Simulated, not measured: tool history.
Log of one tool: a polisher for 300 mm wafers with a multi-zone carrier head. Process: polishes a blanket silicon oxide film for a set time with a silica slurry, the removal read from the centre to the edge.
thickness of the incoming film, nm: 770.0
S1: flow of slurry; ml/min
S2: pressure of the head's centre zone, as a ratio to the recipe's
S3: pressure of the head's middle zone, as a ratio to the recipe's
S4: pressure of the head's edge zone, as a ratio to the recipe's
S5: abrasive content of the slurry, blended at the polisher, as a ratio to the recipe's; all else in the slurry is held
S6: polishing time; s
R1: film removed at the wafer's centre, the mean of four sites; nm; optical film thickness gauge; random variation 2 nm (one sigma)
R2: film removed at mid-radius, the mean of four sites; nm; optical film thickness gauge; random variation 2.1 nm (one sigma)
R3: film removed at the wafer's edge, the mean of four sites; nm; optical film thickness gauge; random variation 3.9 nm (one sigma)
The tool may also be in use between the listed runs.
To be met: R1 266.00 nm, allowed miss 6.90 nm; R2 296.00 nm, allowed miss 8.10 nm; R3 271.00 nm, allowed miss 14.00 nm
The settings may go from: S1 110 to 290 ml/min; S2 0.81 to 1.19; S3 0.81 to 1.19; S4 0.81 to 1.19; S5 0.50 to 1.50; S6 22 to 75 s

run  hour   S1    S2    S3    S4    S5  S6      R1      R2      R3
  1   0.0  185  1.00  1.00  1.00  1.00  48  224.77  220.52  229.57
  2   4.6  185  1.00  1.00  1.00  1.10  48  231.32  233.30  238.79
  3   9.9  195  1.01  1.02  1.01  1.10  48  238.86  235.30  244.51
  4  13.9  200  1.01  1.04  1.00  1.10  48  240.14  245.93  247.70
  5  19.5  210  1.01  1.05  0.99  1.10  48  240.58  246.55  250.05
  6  24.2  165  1.01  1.05  0.99  1.10  48  232.38  236.39  235.13
  7  28.2  175  1.01  1.07  0.99  1.10  48  236.59  243.79  238.22
  8  33.0  185  1.01  1.09  0.99  1.10  48  234.99  242.88  240.84
  9  37.7  195  1.01  1.10  0.98  1.10  48  237.81  250.67  244.34
 10  43.2  205  1.01  1.11  0.97  1.10  48  241.07  251.95  239.68
 11  51.9  210  1.01  1.12  0.97  1.10  48  239.71  253.42  245.78
 12  60.6  255  1.03  1.19  0.92  1.25  48  265.34  287.56  247.21

4 next moves are on the table. One of them brings every result within its allowed miss. Which?
  A  69.3  290  1.00  1.18  0.83  1.10  51   ?   ?   ?
  B  69.3  290  1.01  1.19  0.84  1.35  46   ?   ?   ?
  C  69.3  270  0.95  1.10  0.90  1.30  51   ?   ?   ?
  D  69.3  245  0.97  1.19  0.92  1.15  50   ?   ?   ?

move      R1      R2      R3
   A  264.44  290.65  248.41
   B  261.70  286.41  244.64
   C  266.57  294.47  274.52
   D  251.15  286.88  256.45
A: nearer than the last run, and not there yet
B: further off than the last run
C: meets every target
D: further off than the last run
Answer: C
